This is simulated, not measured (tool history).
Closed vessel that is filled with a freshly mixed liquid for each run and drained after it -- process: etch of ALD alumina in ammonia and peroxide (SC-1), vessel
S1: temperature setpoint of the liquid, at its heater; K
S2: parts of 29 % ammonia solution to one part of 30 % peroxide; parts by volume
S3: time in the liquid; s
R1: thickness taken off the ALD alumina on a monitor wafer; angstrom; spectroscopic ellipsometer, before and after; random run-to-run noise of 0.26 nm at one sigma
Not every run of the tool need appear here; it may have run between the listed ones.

run 1 hour=0 | S1=326.15 S2=0.75 S3=245 | R1=267.17
run 2 hour=1.7 | S1=328.15 S2=0.75 S3=245 | R1=297.19
run 3 hour=10.3 | S1=329.65 S2=0.75 S3=245 | R1=319.93
run 4 hour=19.3 | S1=330.65 S2=0.75 S3=245 | R1=337.03
run 5 hour=28.2 | S1=330.65 S2=0.45 S3=245 | R1=318.12
run 6 hour=33.3 | S1=330.65 S2=0.3 S3=245 | R1=308.09
run 7 hour=37.3 | S1=332.15 S2=0.3 S3=245 | R1=334.45
run 8 hour=41.8 | S1=333.15 S2=0.3 S3=245 | R1=349.9

Run 9 comes next. What will it give?
run 9 hour=48 | S1=334.15 S2=0.3 S3=245 | R1=?

R1: 367.5 angstrom

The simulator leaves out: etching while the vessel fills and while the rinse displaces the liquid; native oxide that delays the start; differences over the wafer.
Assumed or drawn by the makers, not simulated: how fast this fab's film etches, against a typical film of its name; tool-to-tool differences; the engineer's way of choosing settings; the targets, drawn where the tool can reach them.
